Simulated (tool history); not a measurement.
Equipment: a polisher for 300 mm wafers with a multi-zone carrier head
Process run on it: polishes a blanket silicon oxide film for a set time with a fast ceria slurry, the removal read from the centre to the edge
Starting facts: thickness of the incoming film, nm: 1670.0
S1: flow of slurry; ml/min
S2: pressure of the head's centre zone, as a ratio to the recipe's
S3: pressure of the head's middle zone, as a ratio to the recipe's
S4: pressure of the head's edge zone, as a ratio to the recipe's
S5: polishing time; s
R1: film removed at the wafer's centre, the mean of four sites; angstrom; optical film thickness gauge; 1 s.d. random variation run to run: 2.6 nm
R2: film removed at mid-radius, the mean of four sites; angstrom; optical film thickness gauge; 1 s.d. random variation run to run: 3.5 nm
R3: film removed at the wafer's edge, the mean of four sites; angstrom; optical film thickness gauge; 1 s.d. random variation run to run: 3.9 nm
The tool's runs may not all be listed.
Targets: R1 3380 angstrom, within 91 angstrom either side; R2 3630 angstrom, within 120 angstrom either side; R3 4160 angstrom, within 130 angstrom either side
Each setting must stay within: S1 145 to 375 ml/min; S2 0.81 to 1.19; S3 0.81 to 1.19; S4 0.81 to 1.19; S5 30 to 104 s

{"run": 1, "hour": 0.0, "S1": 240, "S2": 1, "S3": 1, "S4": 1, "S5": 67, "R1": 5062.7, "R2": 5011.4, "R3": 5035.9}
{"run": 2, "hour": 0.9, "S1": 200, "S2": 1, "S3": 1, "S4": 1, "S5": 67, "R1": 4857.5, "R2": 4997.7, "R3": 4912.9}
{"run": 3, "hour": 5.4, "S1": 200, "S2": 1, "S3": 1, "S4": 1, "S5": 79, "R1": 5841.4, "R2": 5853.4, "R3": 5867}
{"run": 4, "hour": 13.8, "S1": 200, "S2": 1, "S3": 1, "S4": 0.92, "S5": 79, "R1": 5814.8, "R2": 5839.4, "R3": 5774}
{"run": 5, "hour": 20.4, "S1": 200, "S2": 1.08, "S3": 1, "S4": 0.92, "S5": 79, "R1": 6315.4, "R2": 5817.7, "R3": 5691.8}
{"run": 6, "hour": 21.8, "S1": 185, "S2": 1, "S3": 0.95, "S4": 0.93, "S5": 72, "R1": 5280.8, "R2": 5118.4, "R3": 5164.4}
{"run": 7, "hour": 24.8, "S1": 175, "S2": 0.94, "S3": 0.91, "S4": 0.98, "S5": 66, "R1": 4451, "R2": 4465.9, "R3": 4772}
{"run": 8, "hour": 27.4, "S1": 170, "S2": 0.9, "S3": 0.89, "S4": 0.98, "S5": 63, "R1": 4067, "R2": 4165.9, "R3": 4557.5}
{"run": 9, "hour": 32.1, "S1": 165, "S2": 0.87, "S3": 0.88, "S4": 0.98, "S5": 61, "R1": 3828.1, "R2": 4054.1, "R3": 4335.7}
{"run": 10, "hour": 36.4, "S1": 160, "S2": 0.85, "S3": 0.86, "S4": 1, "S5": 60, "R1": 3601.4, "R2": 3829.4, "R3": 4420.6}
{"run": 11, "hour": 37.8, "S1": 160, "S2": 0.84, "S3": 0.85, "S4": 0.99, "S5": 59, "R1": 3508, "R2": 3741.9, "R3": 4225.1}
{"run": 12, "hour": 43.0, "S1": 160, "S2": 0.83, "S3": 0.84, "S4": 0.99, "S5": 59, "R1": 3490.8, "R2": 3683.2, "R3": 4286.6}

5 next moves are on the table. One of them brings every result within its allowed miss. Which?
{"run": "A", "hour": 48.2, "S1": 150, "S2": 0.93, "S3": 0.96, "S4": 0.88, "S5": 56, "R1": "?", "R2": "?", "R3": "?"}
{"run": "B", "hour": 48.2, "S1": 170, "S2": 0.85, "S3": 0.87, "S4": 1.06, "S5": 55, "R1": "?", "R2": "?", "R3": "?"}
{"run": "C", "hour": 48.2, "S1": 145, "S2": 0.89, "S3": 0.83, "S4": 1, "S5": 54, "R1": "?", "R2": "?", "R3": "?"}
{"run": "D", "hour": 48.2, "S1": 145, "S2": 0.86, "S3": 0.81, "S4": 0.94, "S5": 56, "R1": "?", "R2": "?", "R3": "?"}
{"run": "E", "hour": 48.2, "S1": 145, "S2": 0.88, "S3": 0.86, "S4": 1, "S5": 58, "R1": "?", "R2": "?", "R3": "?"}

move=A R1=3647.2 R2=3878.5 R3=3818
move=B R1=3334.2 R2=3595.4 R3=4133.8
move=C R1=3342.8 R2=3331.1 R3=3888.4
move=D R1=3348.4 R2=3393 R3=3922.4
move=E R1=3550.5 R2=3674.9 R3=4174.8
A: the biggest miss grows against the last run
B: meets every target
C: the worst result of the last run now meets its target, but another is out of spec
D: the worst result of the last run now meets its target, but another is out of spec
E: the biggest miss grows against the last run
Answer: B

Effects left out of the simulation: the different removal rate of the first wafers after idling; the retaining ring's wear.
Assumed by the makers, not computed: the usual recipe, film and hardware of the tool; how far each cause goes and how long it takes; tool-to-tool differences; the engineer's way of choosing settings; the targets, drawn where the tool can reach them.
